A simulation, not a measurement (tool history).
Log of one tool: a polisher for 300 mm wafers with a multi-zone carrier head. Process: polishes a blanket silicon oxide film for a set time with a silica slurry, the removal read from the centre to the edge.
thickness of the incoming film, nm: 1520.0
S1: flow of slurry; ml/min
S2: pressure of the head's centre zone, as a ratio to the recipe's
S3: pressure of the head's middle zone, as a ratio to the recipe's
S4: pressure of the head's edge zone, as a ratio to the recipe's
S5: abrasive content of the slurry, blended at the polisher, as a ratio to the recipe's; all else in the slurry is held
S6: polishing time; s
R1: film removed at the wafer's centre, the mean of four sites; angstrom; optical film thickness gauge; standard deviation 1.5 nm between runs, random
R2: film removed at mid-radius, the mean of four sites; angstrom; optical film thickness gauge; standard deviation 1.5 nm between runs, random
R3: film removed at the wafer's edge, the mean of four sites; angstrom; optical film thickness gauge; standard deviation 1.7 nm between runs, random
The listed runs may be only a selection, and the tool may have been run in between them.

run,hour,S1,S2,S3,S4,S5,S6,R1,R2,R3
1,0.0,195,1.00,1.00,1.00,1.00,38,1399.4,1425.8,1410.2
2,5.1,200,0.99,1.02,1.02,1.05,38,1409.0,1497.5,1452.2
3,9.2,200,0.99,1.07,1.02,1.05,38,1454.7,1546.2,1490.8
4,11.1,205,0.98,1.08,1.03,1.10,38,1468.9,1604.3,1516.0
5,19.7,205,0.97,1.09,1.05,1.15,38,1467.2,1660.8,1532.3
6,20.8,205,0.97,1.09,1.05,0.95,38,1366.6,1510.3,1411.9
7,29.7,200,0.96,1.09,1.06,1.00,39,1401.9,1577.5,1497.4
8,37.9,195,0.95,1.10,1.07,1.05,39,1423.5,1618.4,1501.2
9,40.3,205,0.94,1.09,1.08,1.10,39,1444.0,1660.9,1566.2
10,41.9,210,0.93,1.09,1.09,1.15,39,1480.2,1705.7,1635.9
11,47.3,215,0.92,1.10,1.10,1.20,39,1489.3,1744.2,1671.2
12,50.4,220,0.91,1.11,1.10,1.25,39,1507.3,1806.8,1684.5
13,54.0,225,0.90,1.11,1.11,1.30,39,1545.5,1843.6,1742.8
14,61.7,225,0.89,1.12,1.12,1.30,39,1519.3,1858.7,1774.6
15,65.9,230,0.89,1.13,1.12,1.30,39,1504.5,1877.2,1756.5
16,72.9,235,0.89,1.14,1.13,1.30,39,1515.6,1877.7,1761.8
17,80.4,235,0.87,1.16,1.15,1.40,41,1599.3,2078.0,1899.6
18,86.2,240,0.87,1.16,1.15,1.40,41,1630.8,2078.7,1894.5
19,87.6,245,0.86,1.16,1.15,1.40,41,1590.9,2086.1,1923.9
20,92.4,250,0.86,1.16,1.15,1.40,41,1625.8,2084.4,1929.7
21,96.9,260,0.84,1.17,1.17,1.45,42,1660.6,2200.4,2024.5

The next listed run, before its measurement:
22,103.7,260,0.84,1.17,1.17,1.45,42,?,?,?

Run 22 measured R1 1656.9 angstrom, R2 2191.0 angstrom, R3 2040.4 angstrom.

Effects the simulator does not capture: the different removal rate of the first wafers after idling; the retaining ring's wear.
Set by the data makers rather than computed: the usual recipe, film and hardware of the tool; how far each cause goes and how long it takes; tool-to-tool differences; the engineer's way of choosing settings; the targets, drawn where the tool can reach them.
